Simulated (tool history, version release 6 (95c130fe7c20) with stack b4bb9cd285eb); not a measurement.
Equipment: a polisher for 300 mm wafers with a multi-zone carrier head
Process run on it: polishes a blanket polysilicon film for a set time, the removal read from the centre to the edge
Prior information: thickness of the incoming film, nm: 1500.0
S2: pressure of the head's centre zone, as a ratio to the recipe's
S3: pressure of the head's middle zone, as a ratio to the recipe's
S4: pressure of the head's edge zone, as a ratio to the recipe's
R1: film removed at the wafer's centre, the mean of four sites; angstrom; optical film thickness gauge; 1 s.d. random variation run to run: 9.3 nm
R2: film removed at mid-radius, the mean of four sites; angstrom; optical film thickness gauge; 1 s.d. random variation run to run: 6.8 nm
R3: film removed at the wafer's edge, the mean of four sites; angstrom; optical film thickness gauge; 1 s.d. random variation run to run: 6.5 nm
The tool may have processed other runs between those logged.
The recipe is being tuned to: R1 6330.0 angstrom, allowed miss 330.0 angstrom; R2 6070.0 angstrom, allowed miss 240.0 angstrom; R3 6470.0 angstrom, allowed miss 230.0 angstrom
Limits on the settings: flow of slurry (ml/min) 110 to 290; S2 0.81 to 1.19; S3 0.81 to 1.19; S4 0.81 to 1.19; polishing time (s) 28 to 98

run 1 hour=0.0 | flow_of_slurry_(ml/min)=185 S2=1.00 S3=1.00 S4=1.00 polishing_time_(s)=63 | R1=4585.1 R2=4712.5 R3=4658.2
run 2 hour=4.3 | flow_of_slurry_(ml/min)=185 S2=1.06 S3=1.00 S4=1.00 polishing_time_(s)=63 | R1=4760.0 R2=4706.4 R3=4626.0
run 3 hour=9.2 | flow_of_slurry_(ml/min)=190 S2=1.06 S3=1.00 S4=1.02 polishing_time_(s)=65 | R1=5007.8 R2=4944.9 R3=4867.9
run 4 hour=11.9 | flow_of_slurry_(ml/min)=160 S2=1.06 S3=1.00 S4=1.02 polishing_time_(s)=65 | R1=4842.0 R2=4777.0 R3=4789.2
run 5 hour=19.9 | flow_of_slurry_(ml/min)=130 S2=1.06 S3=1.00 S4=1.02 polishing_time_(s)=65 | R1=4592.6 R2=4541.5 R3=4695.8
-- hour=28.1 worn pad replaced by a new one
run 6 hour=28.1 | flow_of_slurry_(ml/min)=140 S2=1.06 S3=1.00 S4=1.04 polishing_time_(s)=67 | R1=5415.9 R2=5265.8 R3=5420.9
run 7 hour=30.1 | flow_of_slurry_(ml/min)=140 S2=1.06 S3=1.00 S4=1.05 polishing_time_(s)=67 | R1=5408.0 R2=5213.8 R3=5472.6
run 8 hour=38.8 | flow_of_slurry_(ml/min)=145 S2=1.06 S3=1.00 S4=1.06 polishing_time_(s)=67 | R1=5457.9 R2=5341.7 R3=5453.3
run 9 hour=40.4 | flow_of_slurry_(ml/min)=145 S2=1.05 S3=0.99 S4=1.07 polishing_time_(s)=67 | R1=5533.0 R2=5177.0 R3=5546.6

Exactly one of the 5 candidate moves below puts every result within its allowed miss. Which one?
run A hour=42.0 | flow_of_slurry_(ml/min)=120 S2=1.07 S3=0.98 S4=1.10 polishing_time_(s)=73 | R1=? R2=? R3=?
run B hour=42.0 | flow_of_slurry_(ml/min)=175 S2=0.96 S3=1.17 S4=1.03 polishing_time_(s)=72 | R1=? R2=? R3=?
run C hour=42.0 | flow_of_slurry_(ml/min)=120 S2=0.92 S3=0.83 S4=1.19 polishing_time_(s)=83 | R1=? R2=? R3=?
run D hour=42.0 | flow_of_slurry_(ml/min)=110 S2=1.06 S3=0.98 S4=1.02 polishing_time_(s)=84 | R1=? R2=? R3=?
run E hour=42.0 | flow_of_slurry_(ml/min)=155 S2=1.09 S3=0.93 S4=1.15 polishing_time_(s)=74 | R1=? R2=? R3=?

move=A R1=5600.8 R2=5440.1 R3=5844.1
move=B R1=5474.6 R2=6813.6 R3=5920.3
move=C R1=5463.1 R2=5392.2 R3=6933.5
move=D R1=6192.0 R2=6097.0 R3=6360.3
move=E R1=6214.6 R2=5621.5 R3=6341.7
A: gains on the last run, yet a result remains outside its allowed miss
B: gains on the last run, yet a result remains outside its allowed miss
C: pushes the last run's worst result past its target
D: meets every target
E: corrects the largest miss of the last run, while another result sits out of spec
Move D is the one to make.
